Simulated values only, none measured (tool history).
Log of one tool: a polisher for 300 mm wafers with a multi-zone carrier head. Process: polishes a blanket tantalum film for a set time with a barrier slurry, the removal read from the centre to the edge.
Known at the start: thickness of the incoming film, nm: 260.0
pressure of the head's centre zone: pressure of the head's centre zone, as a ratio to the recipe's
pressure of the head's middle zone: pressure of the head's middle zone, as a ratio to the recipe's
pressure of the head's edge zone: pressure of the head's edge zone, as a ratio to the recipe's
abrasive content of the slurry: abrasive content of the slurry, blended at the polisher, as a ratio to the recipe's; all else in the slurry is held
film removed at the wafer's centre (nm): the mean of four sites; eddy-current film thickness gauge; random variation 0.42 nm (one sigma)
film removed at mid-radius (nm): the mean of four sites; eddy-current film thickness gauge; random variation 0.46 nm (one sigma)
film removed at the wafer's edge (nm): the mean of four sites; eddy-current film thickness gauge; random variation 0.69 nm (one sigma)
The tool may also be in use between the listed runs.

| run | hour | flow of slurry (ml/min) | pressure of the head's centre zone | pressure of the head's middle zone | pressure of the head's edge zone | abrasive content of the slurry | polishing time (s) | film removed at the wafer's centre (nm) | film removed at mid-radius (nm) | film removed at the wafer's edge (nm) |
|---|---|---|---|---|---|---|---|---|---|---|
| 1 | 0.0 | 300 | 1.00 | 1.00 | 1.00 | 1.00 | 54 | 106.490 | 97.907 | 101.250 |
| 2 | 2.7 | 300 | 1.00 | 1.00 | 1.00 | 1.00 | 62 | 122.730 | 112.890 | 116.670 |
| 3 | 8.2 | 300 | 1.07 | 1.00 | 1.00 | 1.00 | 62 | 128.620 | 112.560 | 118.440 |
| 4 | 12.3 | 285 | 1.01 | 0.99 | 0.99 | 0.90 | 57 | 108.760 | 97.932 | 104.840 |
| 5 | 14.6 | 285 | 1.01 | 0.99 | 0.92 | 0.90 | 57 | 109.380 | 99.253 | 99.106 |
| 6 | 16.1 | 275 | 0.96 | 0.98 | 0.90 | 0.80 | 54 | 93.924 | 89.787 | 88.431 |
| 7 | 23.4 | 270 | 0.93 | 0.95 | 0.88 | 0.75 | 52 | 84.691 | 80.622 | 82.440 |
| 8 | 30.7 | 275 | 0.91 | 0.94 | 0.86 | 0.70 | 51 | 79.164 | 77.719 | 77.602 |
| 9 | 33.9 | 270 | 0.84 | 0.84 | 0.81 | 0.50 | 48 | 58.457 | 55.863 | 60.511 |
| 10 | 34.6 | 290 | 0.85 | 0.86 | 0.82 | 0.50 | 48 | 59.627 | 57.468 | 61.402 |
| 11 | 38.5 | 375 | 0.88 | 0.95 | 0.87 | 0.55 | 48 | 66.506 | 68.004 | 67.812 |
| 12 | 40.9 | 375 | 0.88 | 0.94 | 0.86 | 0.55 | 48 | 66.267 | 66.844 | 65.936 |
| 13 | 45.3 | 375 | 0.88 | 0.94 | 0.86 | 0.55 | 48 | 67.191 | 66.757 | 67.197 |

Run 14 comes next. What will it give?
| 14 | 53.0 | 375 | 0.87 | 0.93 | 0.85 | 0.55 | 48 | ? | ? | ? |

film removed at the wafer's centre (nm): 65.630
film removed at mid-radius (nm): 66.257
film removed at the wafer's edge (nm): 66.009
